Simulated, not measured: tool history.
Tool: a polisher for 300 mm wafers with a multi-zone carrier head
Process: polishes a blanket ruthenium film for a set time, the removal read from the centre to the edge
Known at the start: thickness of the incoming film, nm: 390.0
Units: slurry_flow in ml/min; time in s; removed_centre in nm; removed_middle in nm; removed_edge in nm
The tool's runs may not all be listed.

run	hour	slurry_flow	centre_zone	middle_zone	edge_zone	time	removed_centre	removed_middle	removed_edge
1	0.0	135	1.00	1.00	1.00	84	145.92	141.18	143.40
2	7.1	135	1.00	1.00	1.00	66	116.03	110.90	113.48
3	15.7	135	1.00	1.00	1.00	81	139.45	135.67	137.68
4	19.6	130	0.98	0.98	0.96	74	126.44	120.95	123.63
5	22.6	130	0.98	1.04	0.96	74	126.58	126.92	123.66
6	29.0	130	0.98	1.12	0.96	74	126.13	134.87	123.47

Run 7 comes next. What will it give?
7	35.8	125	0.97	1.07	0.94	68	?	?	?

{"run 7": {"removed_centre": 111.49, "removed_middle": 118.57, "removed_edge": 112.38}}
